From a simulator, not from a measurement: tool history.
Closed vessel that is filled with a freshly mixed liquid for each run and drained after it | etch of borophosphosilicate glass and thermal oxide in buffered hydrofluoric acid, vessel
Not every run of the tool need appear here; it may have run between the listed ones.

run  hour  temperature setpoint of the liquid (C)  parts of 40 % ammonium fluoride to one part of 49 % hydrofluoric acid (parts by volume)  time in the liquid (s)  thickness taken off the borophosphosilicate glass on a monitor wafer (angstrom)  thickness taken off the thermal oxide on a monitor wafer (angstrom)
  1   0.0                                    22.0                                                                                      9.5                      60                                                                           789.67                                                               629.42
  2   3.1                                    23.5                                                                                      9.5                      60                                                                           836.98                                                               684.35
  3   7.6                                    23.5                                                                                      8.5                      60                                                                           939.00                                                               754.93
  4   9.6                                    23.5                                                                                      8.5                      45                                                                           708.14                                                               567.23
  5  16.4                                    25.5                                                                                      8.5                      45                                                                           779.13                                                               627.57
  6  22.5                                    26.5                                                                                      8.0                      45                                                                           887.33                                                               706.28

Run 7 comes next. What will it give?
  7  23.2                                    27.5                                                                                      8.0                      45                                                                                ?                                                                    ?

{"run 7": {"thickness taken off the borophosphosilicate glass on a monitor wafer (angstrom)": 955.48, "thickness taken off the thermal oxide on a monitor wafer (angstrom)": 749.37}}
